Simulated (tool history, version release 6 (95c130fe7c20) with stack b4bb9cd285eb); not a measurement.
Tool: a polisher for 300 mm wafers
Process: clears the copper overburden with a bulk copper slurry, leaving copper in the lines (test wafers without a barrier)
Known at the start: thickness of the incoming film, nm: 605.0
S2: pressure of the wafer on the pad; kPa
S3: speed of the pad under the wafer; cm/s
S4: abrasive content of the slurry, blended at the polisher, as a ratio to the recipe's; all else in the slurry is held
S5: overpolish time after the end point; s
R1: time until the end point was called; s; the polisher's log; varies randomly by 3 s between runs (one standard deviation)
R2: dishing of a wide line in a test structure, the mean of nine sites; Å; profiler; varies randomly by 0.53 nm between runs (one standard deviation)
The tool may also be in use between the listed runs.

{"run": 1, "hour": 0.0, "flow of slurry (ml/min)": 190, "S2": 13.8, "S3": 106, "S4": 1, "S5": 14, "R1": 120.91, "R2": 496.34}
{"run": 2, "hour": 8.1, "flow of slurry (ml/min)": 230, "S2": 13.8, "S3": 106, "S4": 1, "S5": 14, "R1": 110.57, "R2": 503.81}
{"run": 3, "hour": 12.4, "flow of slurry (ml/min)": 230, "S2": 13.8, "S3": 106, "S4": 1.15, "S5": 14, "R1": 111.09, "R2": 512.49}
{"run": 4, "hour": 20.0, "flow of slurry (ml/min)": 230, "S2": 13.8, "S3": 106, "S4": 1.15, "S5": 10, "R1": 111.16, "R2": 392.81}
{"run": 5, "hour": 20.9, "flow of slurry (ml/min)": 230, "S2": 15.2, "S3": 106, "S4": 1.15, "S5": 10, "R1": 104.89, "R2": 440.54}
{"hour": 26.8, "done": "worn pad replaced by a new one"}
{"run": 6, "hour": 26.8, "flow of slurry (ml/min)": 215, "S2": 13.1, "S3": 104, "S4": 1.15, "S5": 11, "R1": 111.96, "R2": 419.53}
{"run": 7, "hour": 32.0, "flow of slurry (ml/min)": 215, "S2": 11.7, "S3": 94, "S4": 1.15, "S5": 12, "R1": 139.11, "R2": 374.47}
{"run": 8, "hour": 39.8, "flow of slurry (ml/min)": 215, "S2": 11, "S3": 94, "S4": 1.15, "S5": 12, "R1": 140.46, "R2": 365.93}

Run 9 comes next. What will it give?
{"run": 9, "hour": 42.8, "flow of slurry (ml/min)": 215, "S2": 6.9, "S3": 92, "S4": 1.15, "S5": 12, "R1": "?", "R2": "?"}

{"run 9": {"R1": 229.8, "R2": 240.91}}
